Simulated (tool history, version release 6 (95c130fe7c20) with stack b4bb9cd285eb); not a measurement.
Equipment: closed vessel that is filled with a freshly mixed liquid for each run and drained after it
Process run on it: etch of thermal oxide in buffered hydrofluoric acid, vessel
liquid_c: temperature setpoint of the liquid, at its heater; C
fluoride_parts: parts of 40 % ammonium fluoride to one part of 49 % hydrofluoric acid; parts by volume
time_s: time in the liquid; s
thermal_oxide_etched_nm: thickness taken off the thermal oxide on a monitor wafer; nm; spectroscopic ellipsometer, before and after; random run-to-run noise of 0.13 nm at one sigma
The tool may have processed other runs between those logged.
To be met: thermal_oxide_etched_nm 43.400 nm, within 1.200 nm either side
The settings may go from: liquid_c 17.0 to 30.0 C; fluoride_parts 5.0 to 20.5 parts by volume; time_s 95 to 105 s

run  hour  liquid_c  fluoride_parts  time_s  thermal_oxide_etched_nm
  1   0.0      22.0            12.5      95                   75.628
  2   7.9      20.5            13.5      95                   64.377
  3  10.2      20.5            11.5      95                   75.359
  4  13.0      19.5            13.0      95                   63.131
  5  20.1      21.0            13.0      95                   68.856
  6  25.7      24.5            13.0      95                   83.423
  7  32.1      22.0            14.0      95                   67.681
  8  40.0      20.5            15.0      95                   58.165
  9  41.4      17.0            17.0      95                   42.183

4 next moves are on the table. One of them brings every result within its allowed miss. Which?
  A  42.8      18.5            19.5      95                        ?
  B  42.8      17.5            17.0     100                        ?
  C  42.8      17.5            18.0     100                        ?
  D  42.8      17.0            18.0      95                        ?

move  thermal_oxide_etched_nm
   A                   40.187
   B                   45.765
   C                   43.254
   D                   39.933
A: moves away from the targets compared with the last run
B: takes the result that was furthest off past its target
C: in spec on every target
D: moves away from the targets compared with the last run
Go with C: it meets all targets.
